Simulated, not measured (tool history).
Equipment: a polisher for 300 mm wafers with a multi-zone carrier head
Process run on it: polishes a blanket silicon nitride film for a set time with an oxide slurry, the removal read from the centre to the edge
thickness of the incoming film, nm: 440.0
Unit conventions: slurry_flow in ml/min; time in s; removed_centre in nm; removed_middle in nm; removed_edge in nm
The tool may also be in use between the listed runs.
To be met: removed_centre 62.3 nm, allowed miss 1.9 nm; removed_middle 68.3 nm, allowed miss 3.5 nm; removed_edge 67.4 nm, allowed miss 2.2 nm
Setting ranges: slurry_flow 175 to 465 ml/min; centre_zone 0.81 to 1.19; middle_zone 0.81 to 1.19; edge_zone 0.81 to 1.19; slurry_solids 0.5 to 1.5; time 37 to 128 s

run 1 day=0 | slurry_flow=295 centre_zone=1 middle_zone=1 edge_zone=1 slurry_solids=1 time=82 | removed_centre=56.235 removed_middle=59.507 removed_edge=56.34
run 2 day=0.104 | slurry_flow=365 centre_zone=1 middle_zone=1 edge_zone=1 slurry_solids=1 time=82 | removed_centre=57.797 removed_middle=58.888 removed_edge=56.462
run 3 day=0.171 | slurry_flow=355 centre_zone=0.99 middle_zone=1.01 edge_zone=1.04 slurry_solids=1.05 time=82 | removed_centre=59.143 removed_middle=59.853 removed_edge=59.44
run 4 day=0.496 | slurry_flow=355 centre_zone=0.95 middle_zone=1.01 edge_zone=1.04 slurry_solids=1.05 time=82 | removed_centre=55.549 removed_middle=60.637 removed_edge=58.922
-- day=0.542 edge zone pressure recalibrated
run 5 day=0.542 | slurry_flow=345 centre_zone=0.96 middle_zone=1.03 edge_zone=1.07 slurry_solids=1.1 time=82 | removed_centre=57.831 removed_middle=66.058 removed_edge=62.961
run 6 day=0.821 | slurry_flow=350 centre_zone=0.97 middle_zone=1.03 edge_zone=1.09 slurry_solids=1.1 time=82 | removed_centre=57.843 removed_middle=65.102 removed_edge=63.063
run 7 day=0.912 | slurry_flow=355 centre_zone=0.99 middle_zone=1.03 edge_zone=1.11 slurry_solids=1.1 time=82 | removed_centre=60.662 removed_middle=64.093 removed_edge=63.218
run 8 day=1.262 | slurry_flow=355 centre_zone=0.99 middle_zone=1.04 edge_zone=1.13 slurry_solids=1.1 time=82 | removed_centre=58.679 removed_middle=65.633 removed_edge=65.393
run 9 day=1.333 | slurry_flow=360 centre_zone=1 middle_zone=1.05 edge_zone=1.13 slurry_solids=1.1 time=82 | removed_centre=60.831 removed_middle=65.215 removed_edge=64.507
run 10 day=1.612 | slurry_flow=360 centre_zone=1 middle_zone=1.06 edge_zone=1.14 slurry_solids=1.1 time=82 | removed_centre=60.543 removed_middle=66.315 removed_edge=65.289
run 11 day=1.721 | slurry_flow=360 centre_zone=1 middle_zone=1.07 edge_zone=1.15 slurry_solids=1.1 time=82 | removed_centre=60.391 removed_middle=66.172 removed_edge=64.677
run 12 day=2.075 | slurry_flow=360 centre_zone=1 middle_zone=1.07 edge_zone=1.16 slurry_solids=1.1 time=82 | removed_centre=60.532 removed_middle=66.057 removed_edge=66.848
run 13 day=2.171 | slurry_flow=360 centre_zone=1 middle_zone=1.08 edge_zone=1.16 slurry_solids=1.1 time=82 | removed_centre=60.643 removed_middle=68.716 removed_edge=65.35
run 14 day=2.45 | slurry_flow=365 centre_zone=1 middle_zone=1.08 edge_zone=1.17 slurry_solids=1.1 time=82 | removed_centre=60.772 removed_middle=66.532 removed_edge=66.73
run 15 day=2.742 | slurry_flow=365 centre_zone=1 middle_zone=1.08 edge_zone=1.17 slurry_solids=1.1 time=82 | removed_centre=61.079 removed_middle=67.672 removed_edge=66.425
run 16 day=2.804 | slurry_flow=370 centre_zone=1 middle_zone=1.08 edge_zone=1.17 slurry_solids=1.1 time=82 | removed_centre=60.361 removed_middle=67.656 removed_edge=66.163

Next run, 5 choices. One meets every target within its allowed miss, the rest don't. Which?
run A day=2.867 | slurry_flow=360 centre_zone=1.03 middle_zone=1.1 edge_zone=1.19 slurry_solids=1.2 time=80 | removed_centre=? removed_middle=? removed_edge=?
run B day=2.867 | slurry_flow=325 centre_zone=0.97 middle_zone=1.19 edge_zone=1.15 slurry_solids=1.15 time=82 | removed_centre=? removed_middle=? removed_edge=?
run C day=2.867 | slurry_flow=370 centre_zone=1.04 middle_zone=1.1 edge_zone=1.13 slurry_solids=1.2 time=78 | removed_centre=? removed_middle=? removed_edge=?
run D day=2.867 | slurry_flow=440 centre_zone=0.96 middle_zone=1.15 edge_zone=1.18 slurry_solids=1.05 time=83 | removed_centre=? removed_middle=? removed_edge=?
run E day=2.867 | slurry_flow=365 centre_zone=0.98 middle_zone=1.1 edge_zone=1.19 slurry_solids=1.2 time=79 | removed_centre=? removed_middle=? removed_edge=?

move=A removed_centre=62.775 removed_middle=69.154 removed_edge=65.626
move=B removed_centre=58.885 removed_middle=73.792 removed_edge=64.325
move=C removed_centre=61.962 removed_middle=67.584 removed_edge=62.402
move=D removed_centre=58.142 removed_middle=71.33 removed_edge=64.572
move=E removed_centre=59.035 removed_middle=68.388 removed_edge=64.865
A: in spec on every target
B: further off than the last run
C: corrects the largest miss of the last run, while another result sits out of spec
D: further off than the last run
E: further off than the last run
A is the move that brings every result within its allowed miss.
